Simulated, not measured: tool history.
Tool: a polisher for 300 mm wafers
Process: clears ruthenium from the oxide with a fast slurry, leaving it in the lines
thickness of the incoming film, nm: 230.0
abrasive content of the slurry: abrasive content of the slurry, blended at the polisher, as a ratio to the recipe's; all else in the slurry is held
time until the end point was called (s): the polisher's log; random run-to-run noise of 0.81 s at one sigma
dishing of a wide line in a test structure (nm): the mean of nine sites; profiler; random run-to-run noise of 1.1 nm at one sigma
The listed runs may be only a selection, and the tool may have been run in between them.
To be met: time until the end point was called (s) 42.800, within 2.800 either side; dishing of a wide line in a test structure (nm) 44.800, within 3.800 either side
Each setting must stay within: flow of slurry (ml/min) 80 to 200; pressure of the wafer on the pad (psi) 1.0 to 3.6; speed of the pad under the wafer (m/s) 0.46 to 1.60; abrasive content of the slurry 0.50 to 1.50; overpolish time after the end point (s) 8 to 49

run	day	flow of slurry (ml/min)	pressure of the wafer on the pad (psi)	speed of the pad under the wafer (m/s)	abrasive content of the slurry	overpolish time after the end point (s)	time until the end point was called (s)	dishing of a wide line in a test structure (nm)
1	0.000	130	2.3	1.02	1.00	25	60.834	66.693
2	0.179	130	2.4	1.02	1.00	23	57.988	68.009
3	0.312	130	2.0	1.02	1.00	23	65.028	58.891
4	0.421	130	2.0	1.12	1.00	23	63.169	60.918
# day 0.775: worn pad replaced by a new one
5	0.775	135	2.0	1.16	1.05	21	53.502	65.384
6	0.892	155	2.0	1.16	1.05	21	53.548	67.127
7	0.988	145	2.0	1.18	1.05	19	52.502	59.336
8	1.104	145	2.0	1.18	1.05	18	53.485	57.487
9	1.392	140	2.1	1.20	1.05	17	49.298	59.286
10	1.717	135	2.1	1.20	1.05	16	51.735	51.302
11	1.825	135	2.1	1.20	1.05	15	50.452	51.304
12	1.912	135	2.1	1.20	1.05	14	49.667	48.434
13	2.088	135	2.1	1.20	1.05	13	49.888	45.223
14	2.383	145	2.3	1.20	1.05	11	44.143	41.855
15	2.758	145	2.3	1.20	1.05	12	43.920	45.116

Of the 4 settings listed for the next run, only one would bring every result within its allowed miss of target. Which one?
A	3.133	155	1.8	1.40	1.00	12	?	?
B	3.133	135	2.0	1.20	1.15	14	?	?
C	3.133	165	2.2	1.40	0.95	11	?	?
D	3.133	125	2.1	1.38	1.00	15	?	?

move	time until the end point was called (s)	dishing of a wide line in a test structure (nm)
A	50.582	42.104
B	50.816	48.028
C	44.198	43.930
D	47.228	54.297
A: further off than the last run
B: further off than the last run
C: every result lands within tolerance
D: further off than the last run
Answer: C
